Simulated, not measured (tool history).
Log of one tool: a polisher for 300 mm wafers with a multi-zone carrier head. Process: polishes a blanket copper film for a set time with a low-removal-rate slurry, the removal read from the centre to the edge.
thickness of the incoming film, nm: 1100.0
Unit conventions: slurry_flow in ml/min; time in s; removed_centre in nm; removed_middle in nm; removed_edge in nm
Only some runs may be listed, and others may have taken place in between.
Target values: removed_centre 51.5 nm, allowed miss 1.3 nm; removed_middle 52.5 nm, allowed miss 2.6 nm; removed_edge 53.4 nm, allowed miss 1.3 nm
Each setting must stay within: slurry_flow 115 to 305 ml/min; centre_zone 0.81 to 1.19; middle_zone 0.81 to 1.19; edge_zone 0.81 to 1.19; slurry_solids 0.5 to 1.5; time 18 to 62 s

Run 1, hour 0: slurry_flow 195 ml/min, centre_zone 1, middle_zone 1, edge_zone 1, slurry_solids 1, time 40 s. Result: removed_centre 89.426 nm, removed_middle 87.625 nm, removed_edge 87.58 nm.
Run 2, hour 6.4: slurry_flow 195 ml/min, centre_zone 0.92, middle_zone 1, edge_zone 1, slurry_solids 1, time 40 s. Result: removed_centre 81.762 nm, removed_middle 89.197 nm, removed_edge 88.691 nm.
Run 3, hour 14.5: slurry_flow 195 ml/min, centre_zone 0.92, middle_zone 1, edge_zone 1, slurry_solids 0.8, time 40 s. Result: removed_centre 76.54 nm, removed_middle 81.899 nm, removed_edge 82.462 nm.
Run 4, hour 18.6: slurry_flow 195 ml/min, centre_zone 0.92, middle_zone 1, edge_zone 1, slurry_solids 0.8, time 50 s. Result: removed_centre 94.811 nm, removed_middle 102.94 nm, removed_edge 103.17 nm.
Run 5, hour 26.1: slurry_flow 190 ml/min, centre_zone 0.91, middle_zone 0.99, edge_zone 0.97, slurry_solids 0.75, time 46 s. Result: removed_centre 84.144 nm, removed_middle 89.126 nm, removed_edge 90.683 nm.
Run 6, hour 29: slurry_flow 190 ml/min, centre_zone 0.91, middle_zone 0.99, edge_zone 0.97, slurry_solids 0.55, time 46 s. Result: removed_centre 74.464 nm, removed_middle 79.342 nm, removed_edge 80.475 nm.
Run 7, hour 35.4: slurry_flow 185 ml/min, centre_zone 0.91, middle_zone 0.98, edge_zone 0.95, slurry_solids 0.55, time 44 s. Result: removed_centre 70.863 nm, removed_middle 76.643 nm, removed_edge 74.836 nm.
Run 8, hour 41.7: slurry_flow 180 ml/min, centre_zone 0.9, middle_zone 0.95, edge_zone 0.94, slurry_solids 0.55, time 42 s. Result: removed_centre 66.904 nm, removed_middle 68.574 nm, removed_edge 71.6 nm.
Run 9, hour 44: slurry_flow 175 ml/min, centre_zone 0.89, middle_zone 0.95, edge_zone 0.92, slurry_solids 0.55, time 41 s. Result: removed_centre 64.127 nm, removed_middle 67.029 nm, removed_edge 68.982 nm.
Run 10, hour 48.1: slurry_flow 170 ml/min, centre_zone 0.89, middle_zone 0.94, edge_zone 0.9, slurry_solids 0.55, time 40 s. Result: removed_centre 62.173 nm, removed_middle 65.818 nm, removed_edge 66.827 nm.
Run 11, hour 51.8: slurry_flow 170 ml/min, centre_zone 0.89, middle_zone 0.93, edge_zone 0.89, slurry_solids 0.55, time 39 s. Result: removed_centre 60.024 nm, removed_middle 64.041 nm, removed_edge 63.278 nm.
Run 12, hour 52.5: slurry_flow 165 ml/min, centre_zone 0.89, middle_zone 0.91, edge_zone 0.88, slurry_solids 0.55, time 38 s. Result: removed_centre 58.45 nm, removed_middle 59.648 nm, removed_edge 61.496 nm.
Run 13, hour 58.1: slurry_flow 160 ml/min, centre_zone 0.89, middle_zone 0.9, edge_zone 0.87, slurry_solids 0.55, time 38 s. Result: removed_centre 57.856 nm, removed_middle 59.777 nm, removed_edge 61.442 nm.
Run 14, hour 58.8: slurry_flow 160 ml/min, centre_zone 0.89, middle_zone 0.9, edge_zone 0.86, slurry_solids 0.55, time 37 s. Result: removed_centre 56.609 nm, removed_middle 56.41 nm, removed_edge 59.784 nm.
Run 15, hour 64.5: slurry_flow 160 ml/min, centre_zone 0.89, middle_zone 0.9, edge_zone 0.86, slurry_solids 0.55, time 37 s. Result: removed_centre 56.334 nm, removed_middle 57.122 nm, removed_edge 59.591 nm.
Run 16, hour 71.9: slurry_flow 160 ml/min, centre_zone 0.89, middle_zone 0.9, edge_zone 0.85, slurry_solids 0.55, time 37 s. Result: removed_centre 56.831 nm, removed_middle 57.025 nm, removed_edge 58.927 nm.
Run 17, hour 78.5: slurry_flow 160 ml/min, centre_zone 0.89, middle_zone 0.9, edge_zone 0.84, slurry_solids 0.55, time 37 s. Result: removed_centre 57.171 nm, removed_middle 56.966 nm, removed_edge 58.794 nm.
Run 18, hour 81.1: slurry_flow 160 ml/min, centre_zone 0.89, middle_zone 0.9, edge_zone 0.84, slurry_solids 0.55, time 37 s. Result: removed_centre 56.134 nm, removed_middle 57.46 nm, removed_edge 59.378 nm.
Run 19, hour 86.6: slurry_flow 160 ml/min, centre_zone 0.89, middle_zone 0.9, edge_zone 0.83, slurry_solids 0.55, time 37 s. Result: removed_centre 56.556 nm, removed_middle 56.72 nm, removed_edge 58.373 nm.

Exercise: of the 5 proposed moves below, exactly one satisfies all targets within the stated allowed misses. Which move is it?
Run A, hour 92.1: slurry_flow 155 ml/min, centre_zone 0.89, middle_zone 0.96, edge_zone 0.83, slurry_solids 0.65, time 34 s. Result: removed_centre ?, removed_middle ?, removed_edge ?.
Run B, hour 92.1: slurry_flow 145 ml/min, centre_zone 0.83, middle_zone 0.86, edge_zone 0.85, slurry_solids 0.6, time 34 s. Result: removed_centre ?, removed_middle ?, removed_edge ?.
Run C, hour 92.1: slurry_flow 170 ml/min, centre_zone 0.84, middle_zone 1, edge_zone 0.86, slurry_solids 0.55, time 35 s. Result: removed_centre ?, removed_middle ?, removed_edge ?.
Run D, hour 92.1: slurry_flow 140 ml/min, centre_zone 0.91, middle_zone 0.92, edge_zone 0.85, slurry_solids 0.55, time 34 s. Result: removed_centre ?, removed_middle ?, removed_edge ?.
Run E, hour 92.1: slurry_flow 130 ml/min, centre_zone 0.9, middle_zone 0.81, edge_zone 0.9, slurry_solids 0.5, time 35 s. Result: removed_centre ?, removed_middle ?, removed_edge ?.

move  removed_centre  removed_middle  removed_edge
   A          55.309           59.12        57.148
   B           49.04          51.478        55.394
   C          51.139           59.83        56.436
   D          51.343           51.95        52.974
   E          48.824          45.127        52.817
A: better than the last run, though not everything is in spec
B: takes the result that was furthest off past its target
C: gets the furthest-off result to its target, but another result is out of tolerance
D: each result inside its tolerance
E: takes the result that was furthest off past its target
Go with D: it meets all targets.
